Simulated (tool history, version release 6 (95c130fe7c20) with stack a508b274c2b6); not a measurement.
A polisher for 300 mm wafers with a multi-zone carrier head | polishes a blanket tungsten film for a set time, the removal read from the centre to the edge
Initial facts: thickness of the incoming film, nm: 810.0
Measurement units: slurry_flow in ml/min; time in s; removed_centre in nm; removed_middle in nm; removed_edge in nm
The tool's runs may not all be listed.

{"run": 1, "hour": 0.0, "slurry_flow": 270, "centre_zone": 1.0, "middle_zone": 1.0, "edge_zone": 1.0, "slurry_solids": 1.0, "time": 42, "removed_centre": 280.65, "removed_middle": 292.29, "removed_edge": 290.73}
{"run": 2, "hour": 1.6, "slurry_flow": 270, "centre_zone": 1.0, "middle_zone": 1.0, "edge_zone": 1.0, "slurry_solids": 1.2, "time": 42, "removed_centre": 290.19, "removed_middle": 302.96, "removed_edge": 302.05}
{"run": 3, "hour": 10.0, "slurry_flow": 260, "centre_zone": 0.99, "middle_zone": 0.94, "edge_zone": 0.96, "slurry_solids": 0.95, "time": 40, "removed_centre": 261.97, "removed_middle": 260.07, "removed_edge": 267.67}
{"run": 4, "hour": 17.4, "slurry_flow": 250, "centre_zone": 0.98, "middle_zone": 0.9, "edge_zone": 0.93, "slurry_solids": 0.8, "time": 39, "removed_centre": 245.96, "removed_middle": 232.51, "removed_edge": 249.61}
{"run": 5, "hour": 18.8, "slurry_flow": 250, "centre_zone": 0.98, "middle_zone": 0.9, "edge_zone": 0.93, "slurry_solids": 0.8, "time": 32, "removed_centre": 200.07, "removed_middle": 193.99, "removed_edge": 203.64}
{"run": 6, "hour": 25.8, "slurry_flow": 270, "centre_zone": 1.0, "middle_zone": 0.89, "edge_zone": 0.95, "slurry_solids": 0.8, "time": 32, "removed_centre": 208.25, "removed_middle": 191.11, "removed_edge": 207.69}

Run 7 is up next; what results do you expect?
{"run": 7, "hour": 31.9, "slurry_flow": 285, "centre_zone": 1.01, "middle_zone": 0.9, "edge_zone": 0.96, "slurry_solids": 0.8, "time": 32, "removed_centre": "?", "removed_middle": "?", "removed_edge": "?"}

Run 7 came out at removed_centre 211.12 nm, removed_middle 194.62 nm, removed_edge 209.74 nm.
